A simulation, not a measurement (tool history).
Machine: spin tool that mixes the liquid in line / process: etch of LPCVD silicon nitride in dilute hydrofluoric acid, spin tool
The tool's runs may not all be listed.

run	hour	temperature setpoint of the liquid (C)	parts of water to one part of 49 % hydrofluoric acid (parts by volume)	time under the liquid (s)	thickness taken off the LPCVD silicon nitride on a monitor wafer (Å)
1	0.0	22.0	70	320	18.690
2	4.4	21.5	75	320	17.487
3	8.8	24.5	75	320	20.422
4	13.1	23.5	80	320	18.577
5	20.7	22.5	85	320	16.538
6	26.0	22.0	90	320	15.227

Run 7, settings as shown, results not yet in. Your forecast:
7	27.9	21.5	95	320	?

Run 7 came out at thickness taken off the LPCVD silicon nitride on a monitor wafer (Å) 13.292.
